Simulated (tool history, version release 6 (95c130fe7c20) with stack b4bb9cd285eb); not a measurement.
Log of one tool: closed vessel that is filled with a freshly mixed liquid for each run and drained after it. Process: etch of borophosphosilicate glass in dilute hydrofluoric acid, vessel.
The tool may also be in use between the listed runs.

| run | hour | temperature setpoint of the liquid (°C) | parts of water to one part of 49 % hydrofluoric acid (parts by volume) | time in the liquid (s) | thickness taken off the borophosphosilicate glass on a monitor wafer (Å) |
|---|---|---|---|---|---|
| 1 | 0.0 | 21.0 | 270 | 80 | 152.75 |
| 2 | 5.1 | 21.0 | 270 | 60 | 115.66 |
| 3 | 10.6 | 23.0 | 270 | 60 | 123.87 |
| 4 | 16.0 | 23.0 | 210 | 60 | 169.80 |
| 5 | 17.9 | 23.0 | 210 | 60 | 171.03 |
| 6 | 22.0 | 23.0 | 210 | 80 | 228.66 |
| 7 | 29.0 | 24.5 | 195 | 80 | 263.95 |
| 8 | 35.2 | 25.5 | 190 | 80 | 284.04 |
| 9 | 37.6 | 26.5 | 185 | 80 | 299.40 |
| 10 | 41.3 | 27.0 | 180 | 80 | 318.73 |

The next listed run, before its measurement:
| 11 | 43.0 | 29.0 | 150 | 80 | ? |

thickness taken off the borophosphosilicate glass on a monitor wafer (Å): 426.12
